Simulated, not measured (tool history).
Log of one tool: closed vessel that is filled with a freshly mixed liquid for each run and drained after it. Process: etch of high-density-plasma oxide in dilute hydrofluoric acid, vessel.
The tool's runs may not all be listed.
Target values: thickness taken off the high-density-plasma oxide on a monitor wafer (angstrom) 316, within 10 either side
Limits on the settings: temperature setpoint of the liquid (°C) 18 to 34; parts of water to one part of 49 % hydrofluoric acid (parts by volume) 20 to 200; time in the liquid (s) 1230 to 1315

run  hour  temperature setpoint of the liquid (°C)  parts of water to one part of 49 % hydrofluoric acid (parts by volume)  time in the liquid (s)  thickness taken off the high-density-plasma oxide on a monitor wafer (angstrom)
  1     0                                       26                                                                     110                    1230                                                                           587.63
  2   7.9                                     23.5                                                                     120                    1230                                                                           486.19
  3  15.2                                       22                                                                     130                    1230                                                                           418.58
  4  16.2                                       22                                                                     170                    1230                                                                           304.09
  5  17.6                                     25.5                                                                     170                    1230                                                                           349.68
  6  23.7                                       25                                                                     170                    1230                                                                           340.57
  7  27.2                                     24.5                                                                     170                    1230                                                                            330.1
  8  33.3                                       24                                                                     170                    1230                                                                           334.32

Exactly one of the 4 candidate moves below puts every result within its allowed miss. Which one?
  A  39.4                                     24.5                                                                     180                    1255                                                                                ?
  B  39.4                                       23                                                                     155                    1260                                                                                ?
  C  39.4                                     22.5                                                                     160                    1280                                                                                ?
  D  39.4                                     24.5                                                                     160                    1230                                                                                ?

move  thickness taken off the high-density-plasma oxide on a monitor wafer (angstrom)
   A                                                                           317.31
   B                                                                           359.37
   C                                                                           345.02
   D                                                                           357.84
A: all results land within tolerance of their targets
B: misses by more than the last run did
C: misses by more than the last run did
D: misses by more than the last run did
The right move is A.
